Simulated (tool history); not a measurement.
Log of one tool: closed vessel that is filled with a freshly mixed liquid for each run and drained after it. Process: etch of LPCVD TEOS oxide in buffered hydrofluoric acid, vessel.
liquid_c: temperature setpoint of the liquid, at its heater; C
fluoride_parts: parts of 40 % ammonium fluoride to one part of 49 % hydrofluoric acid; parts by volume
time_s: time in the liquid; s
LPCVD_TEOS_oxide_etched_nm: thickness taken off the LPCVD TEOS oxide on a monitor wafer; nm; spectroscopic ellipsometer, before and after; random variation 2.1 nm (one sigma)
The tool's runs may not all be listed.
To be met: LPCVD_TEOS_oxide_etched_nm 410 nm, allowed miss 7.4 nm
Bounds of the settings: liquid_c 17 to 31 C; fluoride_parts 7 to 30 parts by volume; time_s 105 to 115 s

run,day,liquid_c,fluoride_parts,time_s,LPCVD_TEOS_oxide_etched_nm
1,0,23,19,105,157.3
2,0.125,24,17.5,105,177.71
3,0.267,26,17.5,105,199.95
4,0.471,26,15,105,230.52
5,0.75,26.5,14,105,252.24
6,1.038,27,13.5,105,270.62
7,1.221,27.5,13,105,285.69
8,1.317,28,12.5,105,306.48
9,1.579,28.5,12.5,105,313.47
10,1.65,29,12,105,337.27
11,1.9,29.5,12,105,349.4
12,2.221,30.5,11.5,105,379.89
13,2.325,30.5,11.5,105,378.45
# day 2.571: hydrofluoric acid flow meter replaced
14,2.571,31,10,105,497.87
15,2.821,30.5,10,105,482.07
16,2.938,30,10,105,468.38
17,3.212,29.5,10,105,453.44

5 next moves are on the table. One of them brings every result within its allowed miss. Which?
A,3.488,29.5,10.5,105,?
B,3.488,29,10.5,105,?
C,3.488,28.5,10.5,105,?
D,3.488,27,9,105,?
E,3.488,29.5,11,110,?

move,LPCVD_TEOS_oxide_etched_nm
A,432.38
B,421.13
C,410.14
D,424.25
E,432.92
A: nearer than the last run, and not there yet
B: nearer than the last run, and not there yet
C: meets every target
D: nearer than the last run, and not there yet
E: nearer than the last run, and not there yet
Answer: C
